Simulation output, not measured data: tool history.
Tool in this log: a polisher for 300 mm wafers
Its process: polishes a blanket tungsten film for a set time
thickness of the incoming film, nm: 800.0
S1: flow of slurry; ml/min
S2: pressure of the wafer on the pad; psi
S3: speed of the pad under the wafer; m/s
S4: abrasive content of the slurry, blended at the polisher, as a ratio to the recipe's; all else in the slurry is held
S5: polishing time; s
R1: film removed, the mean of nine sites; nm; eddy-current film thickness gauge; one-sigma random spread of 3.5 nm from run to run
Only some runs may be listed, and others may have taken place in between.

{"run": 1, "day": 0.0, "S1": 145, "S2": 3.9, "S3": 1.26, "S4": 1.0, "S5": 56, "R1": 280.65}
{"run": 2, "day": 0.25, "S1": 150, "S2": 4.0, "S3": 1.26, "S4": 1.0, "S5": 56, "R1": 287.92}
{"run": 3, "day": 0.517, "S1": 120, "S2": 4.0, "S3": 1.26, "S4": 1.0, "S5": 56, "R1": 278.17}
{"run": 4, "day": 0.712, "S1": 120, "S2": 3.1, "S3": 1.26, "S4": 1.0, "S5": 56, "R1": 229.01}
{"run": 5, "day": 0.912, "S1": 120, "S2": 3.1, "S3": 1.26, "S4": 1.2, "S5": 56, "R1": 229.87}
{"run": 6, "day": 0.95, "S1": 120, "S2": 3.1, "S3": 1.26, "S4": 1.2, "S5": 60, "R1": 248.7}
{"run": 7, "day": 1.321, "S1": 125, "S2": 3.3, "S3": 1.26, "S4": 1.2, "S5": 60, "R1": 265.56}

Run 8 has not been measured yet. What should we expect?
{"run": 8, "day": 1.346, "S1": 130, "S2": 3.5, "S3": 1.26, "S4": 1.2, "S5": 60, "R1": "?"}

Run 8 came out at R1 281.56 nm.
